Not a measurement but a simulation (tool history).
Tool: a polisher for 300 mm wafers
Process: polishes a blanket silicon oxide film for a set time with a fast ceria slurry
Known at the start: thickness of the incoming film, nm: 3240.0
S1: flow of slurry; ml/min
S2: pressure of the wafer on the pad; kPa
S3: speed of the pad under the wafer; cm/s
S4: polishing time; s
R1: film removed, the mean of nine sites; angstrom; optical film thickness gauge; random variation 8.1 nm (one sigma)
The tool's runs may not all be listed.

{"run": 1, "hour": 0.0, "S1": 165, "S2": 11.7, "S3": 100, "S4": 118, "R1": 13292}
{"run": 2, "hour": 4.8, "S1": 155, "S2": 11.0, "S3": 100, "S4": 118, "R1": 12570}
{"run": 3, "hour": 13.6, "S1": 155, "S2": 11.0, "S3": 100, "S4": 118, "R1": 12788}
{"run": 4, "hour": 17.0, "S1": 155, "S2": 11.0, "S3": 120, "S4": 118, "R1": 14241}
{"run": 5, "hour": 23.5, "S1": 155, "S2": 11.0, "S3": 120, "S4": 124, "R1": 15104}
{"run": 6, "hour": 24.6, "S1": 150, "S2": 9.7, "S3": 120, "S4": 124, "R1": 13018}

Forecast run 7:
{"run": 7, "hour": 27.2, "S1": 145, "S2": 9.0, "S3": 120, "S4": 124, "R1": "?"}

R1: 12290 angstrom
